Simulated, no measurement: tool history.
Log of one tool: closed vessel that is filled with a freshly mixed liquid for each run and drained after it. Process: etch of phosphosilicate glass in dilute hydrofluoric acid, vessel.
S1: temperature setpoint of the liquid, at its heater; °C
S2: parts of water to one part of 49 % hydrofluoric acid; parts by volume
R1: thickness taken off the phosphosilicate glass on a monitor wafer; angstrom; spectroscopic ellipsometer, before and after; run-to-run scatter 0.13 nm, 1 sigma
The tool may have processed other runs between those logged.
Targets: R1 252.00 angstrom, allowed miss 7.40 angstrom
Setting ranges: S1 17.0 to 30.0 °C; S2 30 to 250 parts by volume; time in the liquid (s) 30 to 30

Run 1, hour 0.0: S1 22.0 °C, S2 140 parts by volume, time in the liquid (s) 30. Result: R1 205.83 angstrom.
Run 2, hour 7.5: S1 22.0 °C, S2 140 parts by volume, time in the liquid (s) 30. Result: R1 205.98 angstrom.
Run 3, hour 9.7: S1 23.5 °C, S2 140 parts by volume, time in the liquid (s) 30. Result: R1 217.36 angstrom.
Run 4, hour 17.6: S1 23.5 °C, S2 140 parts by volume, time in the liquid (s) 30. Result: R1 217.04 angstrom.
Run 5, hour 22.0: S1 23.5 °C, S2 155 parts by volume, time in the liquid (s) 30. Result: R1 193.57 angstrom.
Run 6, hour 24.2: S1 20.5 °C, S2 155 parts by volume, time in the liquid (s) 30. Result: R1 170.37 angstrom.
Run 7, hour 25.0: S1 23.0 °C, S2 155 parts by volume, time in the liquid (s) 30. Result: R1 189.37 angstrom.
Run 8, hour 30.5: S1 25.0 °C, S2 155 parts by volume, time in the liquid (s) 30. Result: R1 204.81 angstrom.
Run 9, hour 31.5: S1 25.0 °C, S2 155 parts by volume, time in the liquid (s) 30. Result: R1 203.58 angstrom.
Run 10, hour 36.6: S1 26.5 °C, S2 155 parts by volume, time in the liquid (s) 30. Result: R1 216.27 angstrom.
Run 11, hour 41.9: S1 27.5 °C, S2 155 parts by volume, time in the liquid (s) 30. Result: R1 224.55 angstrom.
Run 12, hour 50.9: S1 28.0 °C, S2 155 parts by volume, time in the liquid (s) 30. Result: R1 228.39 angstrom.
Run 13, hour 54.6: S1 28.5 °C, S2 155 parts by volume, time in the liquid (s) 30. Result: R1 233.77 angstrom.
Run 14, hour 60.7: S1 29.0 °C, S2 155 parts by volume, time in the liquid (s) 30. Result: R1 234.92 angstrom.
Run 15, hour 63.3: S1 29.5 °C, S2 155 parts by volume, time in the liquid (s) 30. Result: R1 242.50 angstrom.

Which of these 5 next moves meets every target?
Run A, hour 65.9: S1 25.0 °C, S2 140 parts by volume, time in the liquid (s) 30. Result: R1 ?.
Run B, hour 65.9: S1 27.5 °C, S2 135 parts by volume, time in the liquid (s) 30. Result: R1 ?.
Run C, hour 65.9: S1 30.0 °C, S2 150 parts by volume, time in the liquid (s) 30. Result: R1 ?.
Run D, hour 65.9: S1 27.0 °C, S2 150 parts by volume, time in the liquid (s) 30. Result: R1 ?.
Run E, hour 65.9: S1 28.0 °C, S2 150 parts by volume, time in the liquid (s) 30. Result: R1 ?.

move      R1
   A  231.15
   B  265.03
   C  256.41
   D  229.81
   E  238.44
A: lands further from the targets than the last run did
B: pushes the last run's worst result past its target
C: meets every target
D: lands further from the targets than the last run did
E: lands further from the targets than the last run did
The move that meets every target is C.
